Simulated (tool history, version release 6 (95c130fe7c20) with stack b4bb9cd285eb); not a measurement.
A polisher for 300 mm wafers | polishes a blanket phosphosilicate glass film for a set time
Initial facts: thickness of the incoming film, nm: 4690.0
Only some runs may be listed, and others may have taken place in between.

run,hour,flow of slurry (ml/min),pressure of the wafer on the pad (psi),speed of the pad under the wafer (m/s),abrasive content of the slurry,polishing time (s),film removed (angstrom)
1,0.0,165,3.1,0.78,1.00,75,4957.7
2,6.2,160,2.8,0.78,1.00,75,4548.8
3,11.3,135,2.8,0.78,1.00,75,4383.5
4,12.7,135,2.8,0.78,1.15,75,4642.3
5,21.5,130,2.6,0.78,1.15,75,4261.0
6,25.4,130,2.6,0.64,1.15,75,3803.8
# hour 28.0: slurry nozzle cleaned
7,28.0,125,2.6,0.64,1.15,75,4032.9
8,30.0,125,2.5,0.64,1.15,75,3931.3

Forecast run 9:
9,38.9,125,2.4,0.64,1.15,75,?

film removed (angstrom): 3793.5

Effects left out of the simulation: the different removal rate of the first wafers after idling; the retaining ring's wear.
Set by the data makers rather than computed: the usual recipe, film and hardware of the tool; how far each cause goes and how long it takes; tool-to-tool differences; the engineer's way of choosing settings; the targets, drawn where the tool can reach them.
